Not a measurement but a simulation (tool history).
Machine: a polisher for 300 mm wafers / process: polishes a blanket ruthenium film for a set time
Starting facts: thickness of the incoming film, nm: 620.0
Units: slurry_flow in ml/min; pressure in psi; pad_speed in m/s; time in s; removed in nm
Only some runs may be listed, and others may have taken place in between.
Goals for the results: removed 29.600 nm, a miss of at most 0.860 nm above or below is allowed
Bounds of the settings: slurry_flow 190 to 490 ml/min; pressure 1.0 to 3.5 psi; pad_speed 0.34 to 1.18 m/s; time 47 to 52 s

run,hour,slurry_flow,pressure,pad_speed,time,removed
1,0.0,315,2.2,0.76,52,47.897
2,0.8,315,2.6,0.76,52,55.610
3,9.1,315,2.6,0.60,52,44.998
4,11.9,315,2.9,0.60,52,49.172
5,13.1,315,3.3,0.60,52,55.468
6,17.6,315,3.3,0.44,52,41.787
7,26.5,315,3.0,0.44,52,37.894
8,32.9,315,2.8,0.44,52,35.616
9,36.0,315,2.7,0.44,52,34.263
10,41.5,315,2.6,0.44,52,32.990
11,44.3,315,2.5,0.44,52,31.828
12,51.0,315,2.4,0.44,52,30.520

Pick the move, out of 4, that brings all results within their allowed miss; only one does.
A,57.7,335,2.3,0.50,49,?
B,57.7,275,1.9,0.56,50,?
C,57.7,330,2.8,0.40,51,?
D,57.7,355,2.2,0.44,51,?

move,removed
A,31.273
B,29.179
C,31.674
D,27.776
A: lands further from the targets than the last run did
B: all results land within tolerance of their targets
C: lands further from the targets than the last run did
D: takes the result that was furthest off past its target
Move B is the one to make.
